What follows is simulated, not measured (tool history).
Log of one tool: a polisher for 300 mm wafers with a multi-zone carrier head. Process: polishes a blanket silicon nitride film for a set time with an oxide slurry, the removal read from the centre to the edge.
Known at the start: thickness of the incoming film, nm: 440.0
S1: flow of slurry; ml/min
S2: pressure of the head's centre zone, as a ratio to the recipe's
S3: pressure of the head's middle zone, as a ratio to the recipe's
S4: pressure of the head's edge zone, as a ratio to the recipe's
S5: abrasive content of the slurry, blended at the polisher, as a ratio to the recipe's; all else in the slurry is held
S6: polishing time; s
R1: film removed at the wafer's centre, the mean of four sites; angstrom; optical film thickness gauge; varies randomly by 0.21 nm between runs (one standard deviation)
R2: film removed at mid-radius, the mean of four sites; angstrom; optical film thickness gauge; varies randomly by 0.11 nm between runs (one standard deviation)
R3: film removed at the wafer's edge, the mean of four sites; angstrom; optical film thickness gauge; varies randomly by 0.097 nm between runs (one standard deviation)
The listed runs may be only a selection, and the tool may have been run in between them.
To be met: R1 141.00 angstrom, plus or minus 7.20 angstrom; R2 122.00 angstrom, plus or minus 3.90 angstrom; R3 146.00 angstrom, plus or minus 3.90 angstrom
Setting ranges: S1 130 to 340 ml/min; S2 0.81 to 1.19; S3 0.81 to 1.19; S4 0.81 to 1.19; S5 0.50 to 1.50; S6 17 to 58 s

{"run": 1, "day": 0.0, "S1": 220, "S2": 1.0, "S3": 1.0, "S4": 1.0, "S5": 1.0, "S6": 37, "R1": 150.67, "R2": 159.45, "R3": 162.43}
{"run": 2, "day": 0.038, "S1": 220, "S2": 1.0, "S3": 1.0, "S4": 1.03, "S5": 1.0, "S6": 37, "R1": 148.62, "R2": 159.71, "R3": 164.96}
{"run": 3, "day": 0.167, "S1": 220, "S2": 1.0, "S3": 1.0, "S4": 1.03, "S5": 1.1, "S6": 37, "R1": 154.12, "R2": 168.7, "R3": 173.08}
{"run": 4, "day": 0.192, "S1": 215, "S2": 1.0, "S3": 0.97, "S4": 1.02, "S5": 1.05, "S6": 37, "R1": 153.1, "R2": 157.14, "R3": 166.86}
{"run": 5, "day": 0.238, "S1": 160, "S2": 1.0, "S3": 0.97, "S4": 1.02, "S5": 1.05, "S6": 37, "R1": 142.84, "R2": 151.51, "R3": 161.39}
{"run": 6, "day": 0.483, "S1": 160, "S2": 1.0, "S3": 0.97, "S4": 1.02, "S5": 1.05, "S6": 45, "R1": 177.67, "R2": 186.77, "R3": 194.84}
{"run": 7, "day": 0.583, "S1": 160, "S2": 1.0, "S3": 0.95, "S4": 1.01, "S5": 0.95, "S6": 45, "R1": 170.28, "R2": 171.2, "R3": 188.45}
{"run": 8, "day": 0.9, "S1": 160, "S2": 1.0, "S3": 0.94, "S4": 0.99, "S5": 0.9, "S6": 45, "R1": 160.18, "R2": 165.13, "R3": 178.52}
{"run": 9, "day": 1.021, "S1": 160, "S2": 1.01, "S3": 0.92, "S4": 0.98, "S5": 0.85, "S6": 45, "R1": 160.76, "R2": 159.08, "R3": 173.63}
{"run": 10, "day": 1.283, "S1": 140, "S2": 1.02, "S3": 0.82, "S4": 0.98, "S5": 0.6, "S6": 44, "R1": 126.81, "R2": 112.89, "R3": 138.28}

Of the 4 settings listed for the next run, only one would bring every result within its allowed miss of target. Which one?
{"run": "A", "day": 1.546, "S1": 150, "S2": 1.05, "S3": 0.81, "S4": 0.93, "S5": 0.7, "S6": 43, "R1": "?", "R2": "?", "R3": "?"}
{"run": "B", "day": 1.546, "S1": 145, "S2": 0.99, "S3": 0.82, "S4": 1.04, "S5": 0.6, "S6": 40, "R1": "?", "R2": "?", "R3": "?"}
{"run": "C", "day": 1.546, "S1": 160, "S2": 0.96, "S3": 0.9, "S4": 1.05, "S5": 0.5, "S6": 42, "R1": "?", "R2": "?", "R3": "?"}
{"run": "D", "day": 1.546, "S1": 140, "S2": 1.0, "S3": 0.83, "S4": 1.17, "S5": 0.85, "S6": 36, "R1": "?", "R2": "?", "R3": "?"}

move=A R1=142.66 R2=121.32 R3=144.74
move=B R1=113.44 R2=103.53 R3=129.27
move=C R1=105.75 R2=107.16 R3=123.61
move=D R1=123.69 R2=112.95 R3=148.61
A: every result lands within tolerance
B: its largest miss is bigger than the last run's
C: its largest miss is bigger than the last run's
D: no nearer and no further than the last run
The move that meets every target is A.
